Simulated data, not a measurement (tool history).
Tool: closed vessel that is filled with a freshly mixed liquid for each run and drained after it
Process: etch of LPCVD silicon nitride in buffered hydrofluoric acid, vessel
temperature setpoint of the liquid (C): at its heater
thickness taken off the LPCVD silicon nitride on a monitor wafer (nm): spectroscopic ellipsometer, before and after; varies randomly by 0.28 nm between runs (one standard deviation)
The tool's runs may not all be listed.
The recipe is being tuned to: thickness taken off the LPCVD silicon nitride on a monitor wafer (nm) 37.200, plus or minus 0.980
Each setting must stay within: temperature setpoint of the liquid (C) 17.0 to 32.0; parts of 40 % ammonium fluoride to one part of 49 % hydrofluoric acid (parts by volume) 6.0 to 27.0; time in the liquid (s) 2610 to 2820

run,hour,temperature setpoint of the liquid (C),parts of 40 % ammonium fluoride to one part of 49 % hydrofluoric acid (parts by volume),time in the liquid (s),thickness taken off the LPCVD silicon nitride on a monitor wafer (nm)
1,0.0,24.0,16.5,2610,24.179
2,2.0,25.5,16.5,2610,26.214
3,5.9,22.5,16.5,2610,22.101
4,8.7,22.5,16.5,2820,24.017
5,16.9,23.5,16.5,2820,24.949
6,23.6,25.0,16.5,2820,27.635
7,29.2,26.0,16.5,2820,29.273
8,34.4,27.0,16.5,2820,30.410
9,39.6,27.5,16.5,2820,31.320
10,45.9,28.0,16.5,2820,32.229
11,47.7,28.5,16.5,2820,32.878
12,49.5,29.0,16.5,2820,34.178
13,57.8,29.5,16.5,2820,35.122

4 candidate next runs follow, results not yet known. Just one meets every target within its allowed miss. Identify it.
A,66.1,29.5,16.0,2710,?
B,66.1,30.0,16.5,2705,?
C,66.1,27.5,12.5,2650,?
D,66.1,27.5,14.0,2820,?

move,thickness taken off the LPCVD silicon nitride on a monitor wafer (nm)
A,34.571
B,34.375
C,38.720
D,36.878
A: misses by more than the last run did
B: misses by more than the last run did
C: carries the result that was furthest off beyond its target, to the other side
D: hits every target within its allowed miss
D meets every target.
